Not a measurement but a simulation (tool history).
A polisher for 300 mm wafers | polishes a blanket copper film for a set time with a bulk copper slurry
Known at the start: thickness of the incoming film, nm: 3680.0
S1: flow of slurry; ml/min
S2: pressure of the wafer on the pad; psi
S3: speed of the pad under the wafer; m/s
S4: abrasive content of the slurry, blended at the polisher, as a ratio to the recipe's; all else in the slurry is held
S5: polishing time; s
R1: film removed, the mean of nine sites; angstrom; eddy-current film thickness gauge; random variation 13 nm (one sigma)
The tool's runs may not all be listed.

run,hour,S1,S2,S3,S4,S5,R1
1,0.0,280,2.3,1.14,1.00,74,5760.1
2,3.0,280,2.3,1.14,0.85,74,5226.3
3,9.2,280,2.3,1.14,0.95,74,5450.6
4,13.0,280,2.4,1.14,0.95,74,5758.3
5,21.5,250,2.4,1.14,0.95,74,5748.1
6,24.9,250,2.5,1.14,0.95,74,5812.4
7,30.7,250,2.6,1.14,0.95,74,6039.8
8,33.4,250,2.7,1.14,0.95,74,6346.7

Forecast run 9:
9,38.4,250,2.8,1.14,0.95,74,?

R1: 6668.8 angstrom

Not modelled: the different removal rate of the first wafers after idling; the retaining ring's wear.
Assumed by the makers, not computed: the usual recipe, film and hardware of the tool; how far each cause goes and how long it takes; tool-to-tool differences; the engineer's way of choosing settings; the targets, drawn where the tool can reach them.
